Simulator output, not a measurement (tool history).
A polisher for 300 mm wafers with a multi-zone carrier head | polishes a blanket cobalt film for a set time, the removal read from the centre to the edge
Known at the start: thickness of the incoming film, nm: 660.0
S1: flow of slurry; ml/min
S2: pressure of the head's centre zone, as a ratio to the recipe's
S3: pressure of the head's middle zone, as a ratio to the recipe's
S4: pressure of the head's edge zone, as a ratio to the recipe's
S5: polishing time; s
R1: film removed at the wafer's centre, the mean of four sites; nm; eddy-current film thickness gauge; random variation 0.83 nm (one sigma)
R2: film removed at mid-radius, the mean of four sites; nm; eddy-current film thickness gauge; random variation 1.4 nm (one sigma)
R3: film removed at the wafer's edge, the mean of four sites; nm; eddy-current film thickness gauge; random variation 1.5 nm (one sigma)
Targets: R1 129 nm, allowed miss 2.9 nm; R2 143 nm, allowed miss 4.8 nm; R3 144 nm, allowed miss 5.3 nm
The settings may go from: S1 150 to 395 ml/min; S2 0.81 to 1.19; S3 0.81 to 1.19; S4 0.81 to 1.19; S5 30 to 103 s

{"run": 1, "hour": 0.0, "S1": 250, "S2": 1, "S3": 1, "S4": 1, "S5": 66, "R1": 234.92, "R2": 224.44, "R3": 224.79}
{"run": 2, "hour": 2.8, "S1": 235, "S2": 0.96, "S3": 0.99, "S4": 0.98, "S5": 60, "R1": 202.43, "R2": 203.4, "R3": 202.49}
{"run": 3, "hour": 10.9, "S1": 225, "S2": 0.93, "S3": 0.97, "S4": 0.95, "S5": 56, "R1": 181.64, "R2": 188.21, "R3": 185.96}
{"run": 4, "hour": 19.0, "S1": 215, "S2": 0.9, "S3": 0.94, "S4": 0.93, "S5": 53, "R1": 166.67, "R2": 171.01, "R3": 173.53}
{"run": 5, "hour": 27.9, "S1": 180, "S2": 0.9, "S3": 0.94, "S4": 0.93, "S5": 53, "R1": 160.63, "R2": 166.03, "R3": 168.23}
{"run": 6, "hour": 28.7, "S1": 175, "S2": 0.88, "S3": 0.93, "S4": 0.92, "S5": 51, "R1": 150.94, "R2": 157.84, "R3": 162.65}
{"run": 7, "hour": 35.1, "S1": 170, "S2": 0.87, "S3": 0.93, "S4": 0.9, "S5": 50, "R1": 144.12, "R2": 152.52, "R3": 159.35}
{"run": 8, "hour": 43.9, "S1": 200, "S2": 0.85, "S3": 0.96, "S4": 0.82, "S5": 43, "R1": 125.14, "R2": 138.8, "R3": 132.64}
{"run": 9, "hour": 52.1, "S1": 205, "S2": 0.85, "S3": 0.96, "S4": 0.84, "S5": 43, "R1": 125.2, "R2": 138.67, "R3": 134.96}
{"run": 10, "hour": 58.1, "S1": 210, "S2": 0.85, "S3": 0.96, "S4": 0.86, "S5": 43, "R1": 125.52, "R2": 138.56, "R3": 134.77}
{"run": 11, "hour": 66.9, "S1": 210, "S2": 0.85, "S3": 0.96, "S4": 0.88, "S5": 43, "R1": 126.02, "R2": 141.18, "R3": 140.03}
{"run": 12, "hour": 70.2, "S1": 215, "S2": 0.85, "S3": 0.96, "S4": 0.89, "S5": 43, "R1": 127.88, "R2": 141.15, "R3": 137.29}

5 next moves are on the table. One of them brings every result within its allowed miss. Which?
{"run": "A", "hour": 73.5, "S1": 300, "S2": 0.93, "S3": 1.11, "S4": 0.82, "S5": 38, "R1": "?", "R2": "?", "R3": "?"}
{"run": "B", "hour": 73.5, "S1": 205, "S2": 0.93, "S3": 1.1, "S4": 0.87, "S5": 40, "R1": "?", "R2": "?", "R3": "?"}
{"run": "C", "hour": 73.5, "S1": 235, "S2": 0.87, "S3": 1.03, "S4": 0.89, "S5": 41, "R1": "?", "R2": "?", "R3": "?"}
{"run": "D", "hour": 73.5, "S1": 160, "S2": 0.83, "S3": 0.92, "S4": 0.85, "S5": 47, "R1": "?", "R2": "?", "R3": "?"}
{"run": "E", "hour": 73.5, "S1": 240, "S2": 0.9, "S3": 1.05, "S4": 0.91, "S5": 41, "R1": "?", "R2": "?", "R3": "?"}

move=A R1=126.95 R2=145.91 R3=122.47
move=B R1=127.12 R2=145.79 R3=127.99
move=C R1=124.24 R2=144.51 R3=134.47
move=D R1=127.23 R2=143.35 R3=144.9
move=E R1=128.95 R2=147.06 R3=136.07
A: further off than the last run
B: further off than the last run
C: further off than the last run
D: meets every target
E: further off than the last run
Answer: D

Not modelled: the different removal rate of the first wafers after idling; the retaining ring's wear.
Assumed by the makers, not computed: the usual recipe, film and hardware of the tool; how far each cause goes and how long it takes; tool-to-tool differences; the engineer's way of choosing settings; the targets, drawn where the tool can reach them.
